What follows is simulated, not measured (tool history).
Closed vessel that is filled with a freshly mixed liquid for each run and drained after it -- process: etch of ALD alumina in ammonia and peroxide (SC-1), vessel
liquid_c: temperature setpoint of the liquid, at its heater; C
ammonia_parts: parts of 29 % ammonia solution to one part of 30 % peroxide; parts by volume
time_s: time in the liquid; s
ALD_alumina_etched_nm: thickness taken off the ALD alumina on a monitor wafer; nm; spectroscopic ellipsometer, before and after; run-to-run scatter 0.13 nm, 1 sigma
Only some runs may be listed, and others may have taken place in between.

| run | hour | liquid_c | ammonia_parts | time_s | ALD_alumina_etched_nm |
|---|---|---|---|---|---|
| 1 | 0 | 50 | 0.5 | 330 | 17.977 |
| 2 | 7.9 | 51 | 0.5 | 330 | 18.921 |
| 3 | 9.8 | 51 | 0.5 | 330 | 19.042 |
| 4 | 16.3 | 51.5 | 0.5 | 330 | 19.365 |
| 5 | 21.4 | 51.5 | 0.5 | 245 | 14.444 |
| 6 | 22.6 | 51.5 | 0.5 | 245 | 14.463 |

The next listed run, before its measurement:
| 7 | 29.8 | 55 | 0.5 | 245 | ? |

{"run 7": {"ALD_alumina_etched_nm": 17.201}}

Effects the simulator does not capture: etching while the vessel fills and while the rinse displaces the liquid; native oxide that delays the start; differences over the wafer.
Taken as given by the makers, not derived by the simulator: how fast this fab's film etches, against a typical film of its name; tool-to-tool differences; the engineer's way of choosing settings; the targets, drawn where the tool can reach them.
